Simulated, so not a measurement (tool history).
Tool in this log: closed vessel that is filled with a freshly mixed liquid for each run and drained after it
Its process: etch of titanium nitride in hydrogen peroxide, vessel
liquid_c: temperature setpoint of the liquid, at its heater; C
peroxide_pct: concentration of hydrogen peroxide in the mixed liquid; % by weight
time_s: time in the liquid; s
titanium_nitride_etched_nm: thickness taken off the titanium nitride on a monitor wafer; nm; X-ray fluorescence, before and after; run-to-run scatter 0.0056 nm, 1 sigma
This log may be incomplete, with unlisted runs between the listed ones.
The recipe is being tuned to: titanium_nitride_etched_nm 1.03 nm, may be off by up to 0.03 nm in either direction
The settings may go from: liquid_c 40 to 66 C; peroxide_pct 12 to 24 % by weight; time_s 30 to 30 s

| run | hour | liquid_c | peroxide_pct | time_s | titanium_nitride_etched_nm |
|---|---|---|---|---|---|
| 1 | 0 | 56 | 16 | 30 | 2.1727 |
| 2 | 3.5 | 53.5 | 16 | 30 | 1.8391 |
| 3 | 11 | 53.5 | 16 | 30 | 1.8277 |
| 4 | 12.9 | 53.5 | 13 | 30 | 1.7428 |
| 5 | 19.9 | 51.5 | 13 | 30 | 1.516 |
| 6 | 28.4 | 50 | 13 | 30 | 1.3716 |
| 7 | 29.8 | 49 | 13 | 30 | 1.2595 |
| 8 | 35.7 | 48.5 | 13 | 30 | 1.2213 |
| 9 | 37.9 | 48 | 13 | 30 | 1.1842 |
| 10 | 40.3 | 47.5 | 13 | 30 | 1.131 |
| 11 | 45 | 47 | 13 | 30 | 1.0961 |

Consider the 5 candidate settings below. Which is the only one whose results all fall within their allowed miss of target?
| A | 49.7 | 48.5 | 12 | 30 | ? |
| B | 49.7 | 46 | 14 | 30 | ? |
| C | 49.7 | 48 | 13 | 30 | ? |
| D | 49.7 | 47 | 19 | 30 | ? |
| E | 49.7 | 47 | 17 | 30 | ? |

| move | titanium_nitride_etched_nm |
|---|---|
| A | 1.2002 |
| B | 1.0331 |
| C | 1.177 |
| D | 1.1857 |
| E | 1.158 |
A: misses by more than the last run did
B: all results in spec
C: misses by more than the last run did
D: misses by more than the last run did
E: misses by more than the last run did
Correct choice: B, which meets every target
